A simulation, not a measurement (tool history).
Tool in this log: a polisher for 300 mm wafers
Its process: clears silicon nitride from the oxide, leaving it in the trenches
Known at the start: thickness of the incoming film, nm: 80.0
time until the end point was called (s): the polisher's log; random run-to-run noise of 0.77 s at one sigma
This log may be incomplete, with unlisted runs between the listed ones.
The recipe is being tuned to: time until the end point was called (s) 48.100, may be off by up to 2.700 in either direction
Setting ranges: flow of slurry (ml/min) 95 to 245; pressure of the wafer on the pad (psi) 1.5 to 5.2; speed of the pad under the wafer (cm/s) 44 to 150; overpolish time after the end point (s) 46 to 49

run	hour	flow of slurry (ml/min)	pressure of the wafer on the pad (psi)	speed of the pad under the wafer (cm/s)	overpolish time after the end point (s)	time until the end point was called (s)
1	0.0	155	3.3	96	46	87.876
2	7.4	155	3.6	96	46	82.749
3	15.4	155	3.6	108	46	76.687
4	21.6	155	3.6	108	46	76.553
5	29.1	155	3.9	110	46	67.495
6	37.4	155	3.9	134	46	58.300
7	44.5	155	4.0	134	46	55.794
8	47.5	155	4.1	134	46	56.670
9	52.7	155	4.2	134	46	56.455
10	55.5	155	4.3	134	46	54.553

Exactly one of the 5 candidate moves below puts every result within its allowed miss. Which one?
A	58.3	165	3.9	110	46	?
B	58.3	165	4.3	132	49	?
C	58.3	145	4.8	138	47	?
D	58.3	180	4.8	150	46	?
E	58.3	140	5.1	150	46	?

move	time until the end point was called (s)
A	67.420
B	53.031
C	47.466
D	42.468
E	42.122
A: misses by more than the last run did
B: gains on the last run, yet a result remains outside its allowed miss
C: all results land within tolerance of their targets
D: takes the biggest miss from the last run beyond its target
E: takes the biggest miss from the last run beyond its target
C is the move that brings every result within its allowed miss.
